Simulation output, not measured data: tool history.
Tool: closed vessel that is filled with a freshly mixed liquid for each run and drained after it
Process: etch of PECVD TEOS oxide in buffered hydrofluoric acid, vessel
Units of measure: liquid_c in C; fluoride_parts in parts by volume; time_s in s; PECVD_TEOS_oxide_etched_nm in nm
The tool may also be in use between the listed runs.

run	hour	liquid_c	fluoride_parts	time_s	PECVD_TEOS_oxide_etched_nm
1	0	23	13.5	30	44.568
2	4.9	25.5	11	30	62.839
3	6.8	25.5	11	30	61.757
4	9.5	25.5	12.5	30	54.989
5	15.9	27	10.5	30	70.817
6	23.9	25.5	10.5	30	64.846
7	32.9	27	9.5	30	76.423
8	39.8	28	8.5	30	89.139
9	43.3	29	8	30	99.146

Estimate the outcome of run 10 from the log above:
10	46.7	31	7	30	?

Run 10 measured PECVD_TEOS_oxide_etched_nm 127.32 nm.
